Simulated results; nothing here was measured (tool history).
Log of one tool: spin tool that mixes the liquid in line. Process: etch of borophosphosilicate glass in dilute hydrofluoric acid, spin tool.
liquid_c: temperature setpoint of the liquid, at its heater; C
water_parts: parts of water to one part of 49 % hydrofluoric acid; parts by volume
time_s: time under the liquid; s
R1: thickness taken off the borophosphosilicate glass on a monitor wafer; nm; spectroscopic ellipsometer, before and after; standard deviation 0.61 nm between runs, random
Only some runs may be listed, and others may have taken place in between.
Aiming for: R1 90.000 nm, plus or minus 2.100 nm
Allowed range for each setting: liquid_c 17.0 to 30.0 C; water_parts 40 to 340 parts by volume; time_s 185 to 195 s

Run 1, day 0.000: liquid_c 22.0 C, water_parts 190 parts by volume, time_s 185 s. Result: R1 36.242 nm.
Run 2, day 0.158: liquid_c 22.0 C, water_parts 190 parts by volume, time_s 195 s. Result: R1 38.671 nm.
Run 3, day 0.529: liquid_c 22.0 C, water_parts 190 parts by volume, time_s 185 s. Result: R1 35.861 nm.
Run 4, day 0.783: liquid_c 24.0 C, water_parts 190 parts by volume, time_s 185 s. Result: R1 39.219 nm.
Run 5, day 0.954: liquid_c 24.0 C, water_parts 215 parts by volume, time_s 185 s. Result: R1 33.792 nm.
Run 6, day 1.288: liquid_c 21.5 C, water_parts 215 parts by volume, time_s 185 s. Result: R1 30.710 nm.
Run 7, day 1.471: liquid_c 23.0 C, water_parts 190 parts by volume, time_s 185 s. Result: R1 37.421 nm.
Run 8, day 1.754: liquid_c 27.0 C, water_parts 115 parts by volume, time_s 185 s. Result: R1 79.949 nm.
Run 9, day 2.050: liquid_c 27.5 C, water_parts 115 parts by volume, time_s 185 s. Result: R1 80.797 nm.
Run 10, day 2.321: liquid_c 28.0 C, water_parts 115 parts by volume, time_s 185 s. Result: R1 83.175 nm.
Run 11, day 2.583: liquid_c 28.5 C, water_parts 115 parts by volume, time_s 185 s. Result: R1 83.071 nm.
Run 12, day 2.646: liquid_c 29.0 C, water_parts 115 parts by volume, time_s 185 s. Result: R1 85.168 nm.
Run 13, day 2.975: liquid_c 29.5 C, water_parts 115 parts by volume, time_s 185 s. Result: R1 87.337 nm.

Next run, 4 choices. One meets every target within its allowed miss, the rest don't. Which?
Run A, day 3.304: liquid_c 29.0 C, water_parts 115 parts by volume, time_s 185 s. Result: R1 ?.
Run B, day 3.304: liquid_c 28.5 C, water_parts 115 parts by volume, time_s 190 s. Result: R1 ?.
Run C, day 3.304: liquid_c 27.5 C, water_parts 105 parts by volume, time_s 185 s. Result: R1 ?.
Run D, day 3.304: liquid_c 29.5 C, water_parts 105 parts by volume, time_s 185 s. Result: R1 ?.

move      R1
   A  85.668
   B  86.351
   C  89.848
   D  96.915
A: misses by more than the last run did
B: misses by more than the last run did
C: in spec on every target
D: moves the result that the last run missed by most past its target, out the other side
C is the move that brings every result within its allowed miss.
